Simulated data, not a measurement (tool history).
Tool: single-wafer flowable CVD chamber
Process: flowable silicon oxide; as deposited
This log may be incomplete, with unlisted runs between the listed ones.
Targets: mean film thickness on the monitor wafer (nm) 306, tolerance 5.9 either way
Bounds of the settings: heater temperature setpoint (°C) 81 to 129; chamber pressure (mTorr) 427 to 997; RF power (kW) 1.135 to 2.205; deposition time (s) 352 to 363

run,hour,heater temperature setpoint (°C),chamber pressure (mTorr),RF power (kW),deposition time (s),mean film thickness on the monitor wafer (nm)
1,0,105,712,1.67,352,170.43
2,1.7,100,712,1.67,352,204.04
3,4.3,96,712,1.67,352,236.37
4,5.1,96,712,1.67,363,242.5
# hour 11.7: thermocouple changed; heater temperature recalibrated
5,11.7,94,712,1.67,363,232.25
6,20,94,654,1.67,363,214.34
7,21.5,91,654,1.67,363,237.04
8,26.7,89,654,1.67,363,252.83
9,31.2,82,655,1.67,363,321.25

Pick the move, out of 5, that brings all results within their allowed miss; only one does.
A,35.7,84,678,1.645,358,?
B,35.7,88,720,1.8,363,?
C,35.7,81,678,1.58,363,?
D,35.7,81,658,1.47,363,?
E,35.7,81,665,1.555,363,?

move,mean film thickness on the monitor wafer (nm)
A,304.22
B,292.69
C,336.16
D,321.51
E,328.89
A: all results land within tolerance of their targets
B: moves the result that the last run missed by most past its target, out the other side
C: its largest miss is bigger than the last run's
D: neither nearer nor further off than the last run
E: its largest miss is bigger than the last run's
The right move is A.
